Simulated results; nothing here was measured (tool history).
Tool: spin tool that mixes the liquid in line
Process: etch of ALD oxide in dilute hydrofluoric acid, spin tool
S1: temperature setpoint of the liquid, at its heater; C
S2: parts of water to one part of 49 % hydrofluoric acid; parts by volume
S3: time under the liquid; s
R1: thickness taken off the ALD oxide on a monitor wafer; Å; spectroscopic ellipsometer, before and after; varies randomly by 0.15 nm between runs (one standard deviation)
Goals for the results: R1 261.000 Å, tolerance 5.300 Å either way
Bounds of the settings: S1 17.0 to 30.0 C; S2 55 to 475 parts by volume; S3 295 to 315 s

run  hour    S1   S2   S3       R1
  1   0.0  22.0  265  295   89.581
  2   4.8  25.5  265  295  100.640
  3  11.1  26.0  245  295  113.150
  4  14.3  26.0  245  295  113.510
  5  16.9  26.5  230  295  125.530
  6  18.8  26.5  230  315  133.570
  7  20.3  27.0  215  315  148.720
  8  28.3  27.5  205  315  159.590

Which single option among these 5 for the next run brings every result within its allowed miss of target? Just one does.
  A  36.3  29.5  145  315   ?
  B  36.3  30.0  125  315   ?
  C  36.3  30.0  130  305   ?
  D  36.3  29.0  135  315   ?
  E  36.3  23.5  145  315   ?

move       R1
   A  262.820
   B  318.860
   C  294.860
   D  280.830
   E  209.980
A: every result lands within tolerance
B: moves the result that the last run missed by most past its target, out the other side
C: moves the result that the last run missed by most past its target, out the other side
D: moves the result that the last run missed by most past its target, out the other side
E: nearer than the last run, and not there yet
Move A is the one to make.

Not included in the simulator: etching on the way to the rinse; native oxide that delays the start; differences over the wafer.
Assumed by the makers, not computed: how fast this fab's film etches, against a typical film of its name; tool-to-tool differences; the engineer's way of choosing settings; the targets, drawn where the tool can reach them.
